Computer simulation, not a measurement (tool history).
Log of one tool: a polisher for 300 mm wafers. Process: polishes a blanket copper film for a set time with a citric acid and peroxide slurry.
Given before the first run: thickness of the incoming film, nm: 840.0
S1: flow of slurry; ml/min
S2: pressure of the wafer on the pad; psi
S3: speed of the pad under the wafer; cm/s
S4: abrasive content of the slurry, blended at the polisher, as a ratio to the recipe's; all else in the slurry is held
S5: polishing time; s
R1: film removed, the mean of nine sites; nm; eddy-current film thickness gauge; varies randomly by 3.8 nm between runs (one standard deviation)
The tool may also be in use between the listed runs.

| run | day | S1 | S2 | S3 | S4 | S5 | R1 |
|---|---|---|---|---|---|---|---|
| 1 | 0 | 220 | 4 | 80 | 1 | 110 | 247.25 |
| 2 | 0.279 | 220 | 3.7 | 80 | 1 | 110 | 236.52 |
| 3 | 0.558 | 220 | 3.1 | 80 | 1 | 110 | 200.38 |
| 4 | 0.812 | 220 | 3.1 | 80 | 1 | 110 | 200.88 |
| 5 | 1.179 | 220 | 3.1 | 62 | 1 | 110 | 158.76 |
| 6 | 1.271 | 175 | 3.1 | 62 | 1 | 110 | 152.81 |
| 7 | 1.388 | 180 | 3.8 | 62 | 1 | 110 | 184.46 |
| 8 | 1.571 | 185 | 4.3 | 62 | 1 | 110 | 205.95 |
| 9 | 1.6 | 190 | 4.7 | 62 | 1 | 110 | 229.02 |
| 10 | 1.858 | 195 | 5 | 62 | 1 | 110 | 243.36 |
| 11 | 2.067 | 195 | 5.3 | 62 | 1 | 110 | 252.54 |
| 12 | 2.421 | 195 | 5.5 | 62 | 1 | 110 | 264.14 |
| 13 | 2.546 | 195 | 5.5 | 62 | 1 | 110 | 257.35 |

Forecast run 14:
| 14 | 2.658 | 195 | 5.7 | 64 | 1 | 110 | ? |

{"run 14": {"R1": 280.02}}
